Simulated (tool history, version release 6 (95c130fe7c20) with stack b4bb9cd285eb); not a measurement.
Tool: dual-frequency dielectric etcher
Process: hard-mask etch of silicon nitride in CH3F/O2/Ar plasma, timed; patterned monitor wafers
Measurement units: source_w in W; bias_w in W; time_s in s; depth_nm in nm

run    day  source_w  bias_w  time_s  depth_nm
  1      0       330     100   101.5    73.544
  2  0.362       310      98   101.5    71.469
  3  0.525       330      98   101.5    72.889
  4  0.638       310      96   101.5      70.5
  5   0.95       310      96   101.5    70.655
  6  1.129       300      95   101.5    70.171

What does the tool deliver on the next run?
  7  1.179       290      93   101.5         ?

{"run 7": {"depth_nm": 68.392}}
